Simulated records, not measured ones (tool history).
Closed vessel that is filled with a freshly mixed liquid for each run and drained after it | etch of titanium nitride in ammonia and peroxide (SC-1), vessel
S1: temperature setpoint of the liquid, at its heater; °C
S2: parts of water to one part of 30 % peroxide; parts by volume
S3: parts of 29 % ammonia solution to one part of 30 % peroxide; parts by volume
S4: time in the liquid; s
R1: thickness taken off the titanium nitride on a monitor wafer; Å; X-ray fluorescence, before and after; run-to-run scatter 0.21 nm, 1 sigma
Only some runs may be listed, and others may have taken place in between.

Run 1, hour 0: S1 49 °C, S2 20 parts by volume, S3 0.45 parts by volume, S4 1690 s. Result: R1 405.1 Å.
Run 2, hour 4.9: S1 43.5 °C, S2 20 parts by volume, S3 0.45 parts by volume, S4 1690 s. Result: R1 274.71 Å.
Run 3, hour 13.6: S1 40.5 °C, S2 20 parts by volume, S3 0.45 parts by volume, S4 1690 s. Result: R1 218.81 Å.
Run 4, hour 18.6: S1 41 °C, S2 20 parts by volume, S3 0.45 parts by volume, S4 1690 s. Result: R1 224.88 Å.
Run 5, hour 20.1: S1 45 °C, S2 20 parts by volume, S3 0.45 parts by volume, S4 1690 s. Result: R1 302.99 Å.
At hour 26.2: thermometer replaced.
Run 6, hour 26.2: S1 44 °C, S2 20 parts by volume, S3 0.45 parts by volume, S4 1690 s. Result: R1 341.94 Å.

What will run 7 give?
Run 7, hour 32.1: S1 44 °C, S2 20 parts by volume, S3 0.45 parts by volume, S4 1690 s. Result: R1 ?.

Run 7 produced R1 336.43 Å.
